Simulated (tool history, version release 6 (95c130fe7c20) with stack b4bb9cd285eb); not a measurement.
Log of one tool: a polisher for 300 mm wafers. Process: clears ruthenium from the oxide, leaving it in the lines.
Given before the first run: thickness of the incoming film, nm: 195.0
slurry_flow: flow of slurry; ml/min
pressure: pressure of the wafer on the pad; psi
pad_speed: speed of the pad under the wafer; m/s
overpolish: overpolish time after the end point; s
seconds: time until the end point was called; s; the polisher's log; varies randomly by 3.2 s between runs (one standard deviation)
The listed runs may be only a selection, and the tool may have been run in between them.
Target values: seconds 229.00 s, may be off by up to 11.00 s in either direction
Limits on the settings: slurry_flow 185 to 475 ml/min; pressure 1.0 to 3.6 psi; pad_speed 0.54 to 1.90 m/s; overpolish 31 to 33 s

run 1 hour=0.0 | slurry_flow=305 pressure=2.3 pad_speed=1.22 overpolish=31 | seconds=140.53
run 2 hour=4.6 | slurry_flow=355 pressure=2.3 pad_speed=1.22 overpolish=31 | seconds=140.44
run 3 hour=7.7 | slurry_flow=425 pressure=2.3 pad_speed=1.22 overpolish=31 | seconds=143.38
run 4 hour=13.6 | slurry_flow=425 pressure=2.0 pad_speed=1.22 overpolish=31 | seconds=154.90
run 5 hour=20.7 | slurry_flow=425 pressure=2.0 pad_speed=1.34 overpolish=31 | seconds=150.14
run 6 hour=24.7 | slurry_flow=425 pressure=1.7 pad_speed=1.30 overpolish=31 | seconds=179.61
run 7 hour=33.4 | slurry_flow=425 pressure=1.6 pad_speed=1.30 overpolish=31 | seconds=185.54
run 8 hour=37.6 | slurry_flow=425 pressure=1.6 pad_speed=1.30 overpolish=31 | seconds=183.16
run 9 hour=44.5 | slurry_flow=425 pressure=1.5 pad_speed=1.30 overpolish=31 | seconds=198.19
run 10 hour=47.4 | slurry_flow=425 pressure=1.4 pad_speed=1.30 overpolish=31 | seconds=215.17
run 11 hour=51.8 | slurry_flow=425 pressure=1.4 pad_speed=1.30 overpolish=31 | seconds=213.34
run 12 hour=54.9 | slurry_flow=425 pressure=1.2 pad_speed=1.30 overpolish=31 | seconds=249.90

Of the 5 settings listed for the next run, only one would bring every result within its allowed miss of target. Which one?
run A hour=58.0 | slurry_flow=250 pressure=1.7 pad_speed=0.98 overpolish=31 | seconds=?
run B hour=58.0 | slurry_flow=335 pressure=1.4 pad_speed=1.12 overpolish=31 | seconds=?
run C hour=58.0 | slurry_flow=445 pressure=1.1 pad_speed=1.38 overpolish=31 | seconds=?
run D hour=58.0 | slurry_flow=455 pressure=1.5 pad_speed=0.98 overpolish=33 | seconds=?
run E hour=58.0 | slurry_flow=335 pressure=1.3 pad_speed=1.50 overpolish=32 | seconds=?

move=A seconds=229.93
move=B seconds=243.48
move=C seconds=253.76
move=D seconds=247.74
move=E seconds=206.22
A: all results in spec
B: closes in on the targets versus the last run, not all within tolerance yet
C: further off than the last run
D: closes in on the targets versus the last run, not all within tolerance yet
E: takes the result that was furthest off past its target
So the answer is move A, the one that meets all the targets.
